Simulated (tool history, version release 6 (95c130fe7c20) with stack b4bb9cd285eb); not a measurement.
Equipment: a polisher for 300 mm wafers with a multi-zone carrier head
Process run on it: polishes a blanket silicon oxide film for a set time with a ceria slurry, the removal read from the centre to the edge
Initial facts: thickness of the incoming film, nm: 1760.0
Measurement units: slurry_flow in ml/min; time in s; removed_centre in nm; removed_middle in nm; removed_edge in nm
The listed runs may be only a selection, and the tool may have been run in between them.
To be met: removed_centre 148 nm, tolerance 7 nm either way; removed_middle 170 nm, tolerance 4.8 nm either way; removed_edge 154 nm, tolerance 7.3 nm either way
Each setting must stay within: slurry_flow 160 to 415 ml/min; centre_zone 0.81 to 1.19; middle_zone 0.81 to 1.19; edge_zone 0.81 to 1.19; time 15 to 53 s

| run | hour | slurry_flow | centre_zone | middle_zone | edge_zone | time | removed_centre | removed_middle | removed_edge |
|---|---|---|---|---|---|---|---|---|---|
| 1 | 0 | 265 | 1 | 1 | 1 | 34 | 115.79 | 132.06 | 132.68 |
| 2 | 5.6 | 265 | 0.95 | 1 | 1 | 34 | 109.9 | 133.1 | 129.13 |
| 3 | 12 | 265 | 0.95 | 1 | 1 | 30 | 98.495 | 116.9 | 115.23 |
| 4 | 16.2 | 275 | 0.99 | 1.03 | 1.01 | 31 | 104.31 | 125.03 | 120.71 |
| 5 | 19.2 | 280 | 1.03 | 1.05 | 1.01 | 32 | 114.1 | 130.69 | 126.25 |
| 6 | 28 | 285 | 1.05 | 1.08 | 1.02 | 33 | 119.81 | 139.84 | 128.75 |
| 7 | 29.8 | 285 | 1.05 | 1.08 | 1.02 | 33 | 119.21 | 139.19 | 129.05 |
| 8 | 37.9 | 290 | 1.07 | 1.09 | 1.04 | 34 | 129.41 | 144.3 | 136.37 |
| 9 | 44.7 | 295 | 1.07 | 1.11 | 1.06 | 35 | 128.4 | 149.86 | 141.72 |
| 10 | 47.5 | 300 | 1.08 | 1.12 | 1.06 | 35 | 132.38 | 152.26 | 142.44 |
|  | 51.1 | centre zone pressure recalibrated |
| 11 | 51.1 | 305 | 1.09 | 1.13 | 1.07 | 35 | 147.73 | 155.44 | 141.63 |
| 12 | 58.4 | 300 | 1.08 | 1.14 | 1.08 | 36 | 149.34 | 157.73 | 141.3 |
| 13 | 59.1 | 315 | 1.09 | 1.14 | 1.07 | 36 | 156.81 | 160.72 | 147.08 |

Consider the 4 candidate settings below. Which is the only one whose results all fall within their allowed miss of target?
| A | 59.8 | 380 | 1.1 | 1.03 | 1.12 | 38 | ? | ? | ? |
| B | 59.8 | 160 | 0.93 | 1.03 | 1.05 | 46 | ? | ? | ? |
| C | 59.8 | 235 | 1.01 | 1.15 | 1.11 | 39 | ? | ? | ? |
| D | 59.8 | 250 | 1.11 | 1.19 | 1.04 | 40 | ? | ? | ? |

| move | removed_centre | removed_middle | removed_edge |
|---|---|---|---|
| A | 169.9 | 155.96 | 159.39 |
| B | 151.89 | 167.48 | 170.63 |
| C | 151.28 | 167.1 | 156.27 |
| D | 172.28 | 177.93 | 156.04 |
A: misses by more than the last run did
B: gets the furthest-off result to its target, but another result is out of tolerance
C: meets every target
D: takes the result that was furthest off past its target
So the answer is move C, the one that meets all the targets.

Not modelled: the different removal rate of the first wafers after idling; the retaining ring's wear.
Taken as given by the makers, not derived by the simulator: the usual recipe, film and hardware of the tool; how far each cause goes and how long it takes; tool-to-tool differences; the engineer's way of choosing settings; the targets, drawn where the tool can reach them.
